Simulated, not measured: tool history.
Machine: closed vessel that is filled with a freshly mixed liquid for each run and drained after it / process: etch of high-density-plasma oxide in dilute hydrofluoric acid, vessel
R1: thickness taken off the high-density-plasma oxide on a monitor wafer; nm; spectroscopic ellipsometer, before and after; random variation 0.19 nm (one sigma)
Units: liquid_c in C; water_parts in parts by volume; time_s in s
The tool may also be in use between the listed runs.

{"run": 1, "hour": 0.0, "liquid_c": 25, "water_parts": 235, "time_s": 570, "R1": 13.54}
{"run": 2, "hour": 7.9, "liquid_c": 25, "water_parts": 235, "time_s": 570, "R1": 13.56}
{"run": 3, "hour": 10.3, "liquid_c": 26.5, "water_parts": 220, "time_s": 570, "R1": 15.709}
{"run": 4, "hour": 19.6, "liquid_c": 26.5, "water_parts": 180, "time_s": 570, "R1": 19.792}
{"run": 5, "hour": 22.5, "liquid_c": 27.5, "water_parts": 180, "time_s": 570, "R1": 20.73}
{"run": 6, "hour": 27.4, "liquid_c": 28.5, "water_parts": 180, "time_s": 570, "R1": 21.725}
{"run": 7, "hour": 32.4, "liquid_c": 29, "water_parts": 180, "time_s": 570, "R1": 21.583}
{"run": 8, "hour": 41.4, "liquid_c": 29.5, "water_parts": 180, "time_s": 570, "R1": 22.43}
{"run": 9, "hour": 42.9, "liquid_c": 30, "water_parts": 180, "time_s": 570, "R1": 22.747}
{"run": 10, "hour": 48.7, "liquid_c": 30.5, "water_parts": 180, "time_s": 570, "R1": 23.105}
{"run": 11, "hour": 51.2, "liquid_c": 31, "water_parts": 180, "time_s": 570, "R1": 23.733}
{"run": 12, "hour": 53.8, "liquid_c": 31.5, "water_parts": 180, "time_s": 570, "R1": 23.984}

Expected results for the next run?
{"run": 13, "hour": 56.6, "liquid_c": 31.5, "water_parts": 180, "time_s": 570, "R1": "?"}

{"run 13": {"R1": 24.007}}

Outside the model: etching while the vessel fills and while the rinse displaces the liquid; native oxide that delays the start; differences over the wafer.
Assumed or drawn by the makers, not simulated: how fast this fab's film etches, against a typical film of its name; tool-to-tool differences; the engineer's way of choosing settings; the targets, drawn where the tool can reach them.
